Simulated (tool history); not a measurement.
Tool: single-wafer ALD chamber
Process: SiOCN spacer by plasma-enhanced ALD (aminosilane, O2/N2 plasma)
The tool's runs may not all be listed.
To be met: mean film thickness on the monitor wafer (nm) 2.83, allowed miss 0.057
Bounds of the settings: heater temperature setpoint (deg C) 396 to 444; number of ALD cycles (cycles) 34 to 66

run,hour,heater temperature setpoint (deg C),number of ALD cycles (cycles),mean film thickness on the monitor wafer (nm)
1,0,420,50,2.4395
2,2.3,418,51,2.5011
3,3.2,425,51,2.4462
4,4.7,423,52,2.5229
5,10.7,428,52,2.4678
6,12,425,53,2.5567
7,20.9,413,55,2.7586
8,23.5,412,55,2.7599

4 next moves are on the table. One of them brings every result within its allowed miss. Which?
A,26.1,422,58,?
B,26.1,397,57,?
C,26.1,402,52,?
D,26.1,422,54,?

move,mean film thickness on the monitor wafer (nm)
A,2.8328
B,2.9833
C,2.7216
D,2.6374
A: meets every target
B: takes the result that was furthest off past its target
C: further off than the last run
D: further off than the last run
The right move is A.
